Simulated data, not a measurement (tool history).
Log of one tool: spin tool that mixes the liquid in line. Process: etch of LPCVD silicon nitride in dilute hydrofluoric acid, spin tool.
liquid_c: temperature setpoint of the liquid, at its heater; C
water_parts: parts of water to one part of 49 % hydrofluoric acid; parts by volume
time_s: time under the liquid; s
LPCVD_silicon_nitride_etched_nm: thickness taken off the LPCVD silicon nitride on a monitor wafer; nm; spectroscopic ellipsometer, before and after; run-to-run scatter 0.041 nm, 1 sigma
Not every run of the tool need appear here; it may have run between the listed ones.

| run | hour | liquid_c | water_parts | time_s | LPCVD_silicon_nitride_etched_nm |
|---|---|---|---|---|---|
| 1 | 0.0 | 25.0 | 50 | 275 | 2.5474 |
| 2 | 3.5 | 24.5 | 50 | 275 | 2.5150 |
| 3 | 8.8 | 24.5 | 50 | 275 | 2.5398 |
| 4 | 12.3 | 24.5 | 35 | 275 | 3.4164 |
| 5 | 20.9 | 23.5 | 35 | 275 | 3.2711 |
| 6 | 24.6 | 25.5 | 35 | 275 | 3.6716 |
| 7 | 28.2 | 21.5 | 40 | 275 | 2.5782 |

Run 8 comes next. What will it give?
| 8 | 34.5 | 21.0 | 40 | 275 | ? |

Run 8 measured LPCVD_silicon_nitride_etched_nm 2.4440 nm.
